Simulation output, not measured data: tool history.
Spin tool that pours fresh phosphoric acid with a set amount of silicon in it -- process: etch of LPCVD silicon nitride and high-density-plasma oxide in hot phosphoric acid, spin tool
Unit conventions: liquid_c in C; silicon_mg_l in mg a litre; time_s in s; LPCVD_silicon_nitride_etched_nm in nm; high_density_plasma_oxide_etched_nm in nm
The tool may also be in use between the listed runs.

| run | day | liquid_c | silicon_mg_l | time_s | LPCVD_silicon_nitride_etched_nm | high_density_plasma_oxide_etched_nm |
|---|---|---|---|---|---|---|
| 1 | 0.000 | 162.0 | 22.0 | 180 | 17.061 | 0.276510 |
| 2 | 0.296 | 162.0 | 12.5 | 180 | 17.142 | 0.258910 |
| 3 | 0.417 | 162.5 | 8.5 | 190 | 18.399 | 0.419800 |
| 4 | 0.775 | 162.5 | 8.5 | 120 | 11.664 | 0.210690 |
| 5 | 0.904 | 161.5 | 8.5 | 120 | 11.244 | 0.229620 |
| 6 | 1.108 | 163.0 | 21.0 | 140 | 13.844 | 0.209890 |
| 7 | 1.442 | 164.0 | 30.0 | 150 | 15.259 | 0.164620 |
| 8 | 1.571 | 165.0 | 36.0 | 160 | 16.907 | 0.159240 |
| 9 | 1.879 | 165.5 | 40.5 | 165 | 17.627 | 0.149070 |
| 10 | 2.121 | 166.0 | 43.5 | 170 | 18.488 | 0.105570 |
| 11 | 2.242 | 166.5 | 45.0 | 175 | 19.353 | 0.093050 |
| 12 | 2.488 | 166.5 | 45.0 | 175 | 19.307 | 0.075401 |
| 13 | 2.529 | 166.5 | 43.0 | 180 | 19.959 | 0.113220 |

What will run 14 give?
| 14 | 2.808 | 166.5 | 43.0 | 180 | ? | ? |

{"run 14": {"LPCVD_silicon_nitride_etched_nm": 19.894, "high_density_plasma_oxide_etched_nm": 0.12075}}
